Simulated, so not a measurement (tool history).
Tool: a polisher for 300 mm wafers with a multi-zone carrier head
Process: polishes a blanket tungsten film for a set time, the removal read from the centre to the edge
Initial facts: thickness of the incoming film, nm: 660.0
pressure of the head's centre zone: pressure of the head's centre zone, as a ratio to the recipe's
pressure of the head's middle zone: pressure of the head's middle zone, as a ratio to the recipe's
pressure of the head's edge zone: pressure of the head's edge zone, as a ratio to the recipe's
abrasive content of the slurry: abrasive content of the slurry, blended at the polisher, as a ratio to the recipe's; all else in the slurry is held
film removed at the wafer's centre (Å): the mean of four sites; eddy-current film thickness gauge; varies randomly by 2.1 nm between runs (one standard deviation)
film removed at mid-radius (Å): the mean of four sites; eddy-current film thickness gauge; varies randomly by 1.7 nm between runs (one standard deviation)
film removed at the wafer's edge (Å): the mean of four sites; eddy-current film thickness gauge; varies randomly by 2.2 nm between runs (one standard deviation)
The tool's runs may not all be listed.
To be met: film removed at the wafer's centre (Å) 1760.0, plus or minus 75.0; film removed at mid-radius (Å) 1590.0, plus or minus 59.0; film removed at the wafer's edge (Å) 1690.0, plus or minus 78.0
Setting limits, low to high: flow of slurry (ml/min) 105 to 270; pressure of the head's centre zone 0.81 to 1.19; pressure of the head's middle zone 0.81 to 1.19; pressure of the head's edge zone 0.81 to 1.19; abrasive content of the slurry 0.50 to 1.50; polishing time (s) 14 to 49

| run | day | flow of slurry (ml/min) | pressure of the head's centre zone | pressure of the head's middle zone | pressure of the head's edge zone | abrasive content of the slurry | polishing time (s) | film removed at the wafer's centre (Å) | film removed at mid-radius (Å) | film removed at the wafer's edge (Å) |
|---|---|---|---|---|---|---|---|---|---|---|
| 1 | 0.000 | 175 | 1.00 | 1.00 | 1.00 | 1.00 | 31 | 1540.0 | 1394.6 | 1400.6 |
| 2 | 0.171 | 180 | 1.00 | 1.00 | 1.04 | 1.05 | 31 | 1550.1 | 1423.8 | 1466.2 |
| 3 | 0.317 | 180 | 1.00 | 1.00 | 1.04 | 1.05 | 24 | 1212.0 | 1071.3 | 1134.8 |
| 4 | 0.533 | 180 | 0.94 | 1.00 | 1.04 | 1.05 | 24 | 1136.0 | 1076.9 | 1120.1 |
| 5 | 0.558 | 185 | 0.97 | 1.02 | 1.07 | 1.15 | 25 | 1236.3 | 1166.4 | 1210.6 |
| 6 | 0.588 | 190 | 0.99 | 1.02 | 1.09 | 1.25 | 26 | 1337.2 | 1260.0 | 1322.6 |
| 7 | 0.688 | 195 | 1.01 | 1.03 | 1.11 | 1.30 | 27 | 1427.0 | 1317.0 | 1362.3 |
| 8 | 0.962 | 195 | 1.01 | 1.02 | 1.12 | 1.35 | 28 | 1498.1 | 1356.1 | 1468.1 |
| 9 | 1.321 | 200 | 1.02 | 1.03 | 1.13 | 1.40 | 29 | 1602.6 | 1473.4 | 1541.7 |
|  | 1.692 | centre zone pressure recalibrated |
| 10 | 1.692 | 205 | 1.02 | 1.03 | 1.14 | 1.40 | 29 | 1486.5 | 1457.3 | 1487.6 |
| 11 | 2.050 | 195 | 1.02 | 1.04 | 1.14 | 1.40 | 29 | 1464.7 | 1466.0 | 1514.9 |
| 12 | 2.283 | 200 | 1.03 | 1.03 | 1.15 | 1.40 | 29 | 1480.6 | 1443.3 | 1525.5 |
| 13 | 2.346 | 200 | 1.04 | 1.03 | 1.14 | 1.40 | 30 | 1520.9 | 1500.9 | 1560.4 |
| 14 | 2.608 | 200 | 1.03 | 1.02 | 1.13 | 1.40 | 30 | 1552.3 | 1458.0 | 1573.5 |

Pick the move, out of 4, that brings all results within their allowed miss; only one does.
| A | 2.871 | 270 | 1.04 | 0.95 | 1.04 | 1.20 | 34 | ? | ? | ? |
| B | 2.871 | 270 | 1.09 | 1.11 | 0.87 | 1.50 | 29 | ? | ? | ? |
| C | 2.871 | 105 | 0.86 | 0.84 | 1.19 | 1.45 | 36 | ? | ? | ? |
| D | 2.871 | 165 | 0.92 | 0.95 | 1.18 | 1.50 | 30 | ? | ? | ? |

| move | film removed at the wafer's centre (Å) | film removed at mid-radius (Å) | film removed at the wafer's edge (Å) |
|---|---|---|---|
| A | 1778.0 | 1601.8 | 1730.5 |
| B | 1665.2 | 1615.5 | 1416.8 |
| C | 1303.6 | 1328.9 | 1782.8 |
| D | 1337.5 | 1375.4 | 1613.6 |
A: all results in spec
B: the biggest miss grows against the last run
C: the biggest miss grows against the last run
D: the biggest miss grows against the last run
The move that meets every target is A.
